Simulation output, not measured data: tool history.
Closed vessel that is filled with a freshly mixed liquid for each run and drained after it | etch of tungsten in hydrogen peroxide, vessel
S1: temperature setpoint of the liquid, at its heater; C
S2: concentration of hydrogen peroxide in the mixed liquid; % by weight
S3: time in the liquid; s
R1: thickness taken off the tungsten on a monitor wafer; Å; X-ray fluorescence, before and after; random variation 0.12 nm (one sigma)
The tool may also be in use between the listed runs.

Run 1, hour 0: S1 44 C, S2 18 % by weight, S3 30 s. Result: R1 296.52 Å.
Run 2, hour 3.3: S1 43 C, S2 18 % by weight, S3 30 s. Result: R1 277.92 Å.
Run 3, hour 4.7: S1 43 C, S2 18 % by weight, S3 30 s. Result: R1 277.71 Å.
Run 4, hour 6.4: S1 43 C, S2 16 % by weight, S3 30 s. Result: R1 259.87 Å.
Run 5, hour 12.3: S1 42 C, S2 16 % by weight, S3 30 s. Result: R1 241.44 Å.
Run 6, hour 16.4: S1 42 C, S2 12.5 % by weight, S3 30 s. Result: R1 218.36 Å.

Run 7 comes next. What will it give?
Run 7, hour 21.7: S1 36 C, S2 12.5 % by weight, S3 30 s. Result: R1 ?.

R1: 146.29 Å
